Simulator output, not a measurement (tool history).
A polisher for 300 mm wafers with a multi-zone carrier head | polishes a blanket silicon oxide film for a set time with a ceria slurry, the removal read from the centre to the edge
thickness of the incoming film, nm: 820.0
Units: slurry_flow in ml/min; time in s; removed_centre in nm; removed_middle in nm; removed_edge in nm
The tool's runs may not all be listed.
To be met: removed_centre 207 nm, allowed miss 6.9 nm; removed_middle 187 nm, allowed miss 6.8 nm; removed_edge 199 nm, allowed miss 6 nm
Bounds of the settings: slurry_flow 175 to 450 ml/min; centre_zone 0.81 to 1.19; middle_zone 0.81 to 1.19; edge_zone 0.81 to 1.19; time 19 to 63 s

run 1 day=0 | slurry_flow=290 centre_zone=1 middle_zone=1 edge_zone=1 time=41 | removed_centre=269.92 removed_middle=255.85 removed_edge=263.23
run 2 day=0.362 | slurry_flow=290 centre_zone=0.99 middle_zone=0.98 edge_zone=0.98 time=40 | removed_centre=252.79 removed_middle=245.35 removed_edge=248.67
run 3 day=0.683 | slurry_flow=285 centre_zone=0.99 middle_zone=0.96 edge_zone=0.97 time=39 | removed_centre=247.5 removed_middle=234.76 removed_edge=243.01
run 4 day=1.038 | slurry_flow=285 centre_zone=0.99 middle_zone=0.94 edge_zone=0.95 time=38 | removed_centre=241.14 removed_middle=225.51 removed_edge=236.92
run 5 day=1.242 | slurry_flow=285 centre_zone=0.99 middle_zone=0.94 edge_zone=0.95 time=48 | removed_centre=308.91 removed_middle=291.63 removed_edge=298.9
run 6 day=1.596 | slurry_flow=285 centre_zone=0.99 middle_zone=0.94 edge_zone=0.95 time=56 | removed_centre=358.28 removed_middle=339.99 removed_edge=345.44
run 7 day=1.833 | slurry_flow=280 centre_zone=0.99 middle_zone=0.93 edge_zone=0.94 time=52 | removed_centre=333.57 removed_middle=308.32 removed_edge=323.15
run 8 day=1.871 | slurry_flow=285 centre_zone=0.99 middle_zone=0.93 edge_zone=0.93 time=49 | removed_centre=312.59 removed_middle=292.15 removed_edge=303.73
run 9 day=2.138 | slurry_flow=280 centre_zone=0.99 middle_zone=0.93 edge_zone=0.93 time=46 | removed_centre=287.41 removed_middle=274.31 removed_edge=282.83
run 10 day=2.471 | slurry_flow=285 centre_zone=1 middle_zone=0.93 edge_zone=0.93 time=44 | removed_centre=283.45 removed_middle=262.3 removed_edge=270.56
run 11 day=2.712 | slurry_flow=285 centre_zone=0.93 middle_zone=0.84 edge_zone=0.85 time=33 | removed_centre=197.71 removed_middle=183.77 removed_edge=196.23

4 next moves are on the table. One of them brings every result within its allowed miss. Which?
run A day=2.954 | slurry_flow=265 centre_zone=0.82 middle_zone=0.81 edge_zone=0.88 time=35 | removed_centre=? removed_middle=? removed_edge=?
run B day=2.954 | slurry_flow=285 centre_zone=0.86 middle_zone=0.82 edge_zone=0.85 time=34 | removed_centre=? removed_middle=? removed_edge=?
run C day=2.954 | slurry_flow=320 centre_zone=0.97 middle_zone=0.87 edge_zone=0.87 time=33 | removed_centre=? removed_middle=? removed_edge=?
run D day=2.954 | slurry_flow=275 centre_zone=0.97 middle_zone=0.81 edge_zone=0.88 time=33 | removed_centre=? removed_middle=? removed_edge=?

move=A removed_centre=183.73 removed_middle=183.8 removed_edge=208.07
move=B removed_centre=189.06 removed_middle=181.87 removed_edge=200.58
move=C removed_centre=210.07 removed_middle=187.47 removed_edge=198.23
move=D removed_centre=206.23 removed_middle=173.93 removed_edge=196.84
A: further off than the last run
B: further off than the last run
C: meets every target
D: brings the result that was furthest off to its target, and leaves another outside
Move C is the one to make.
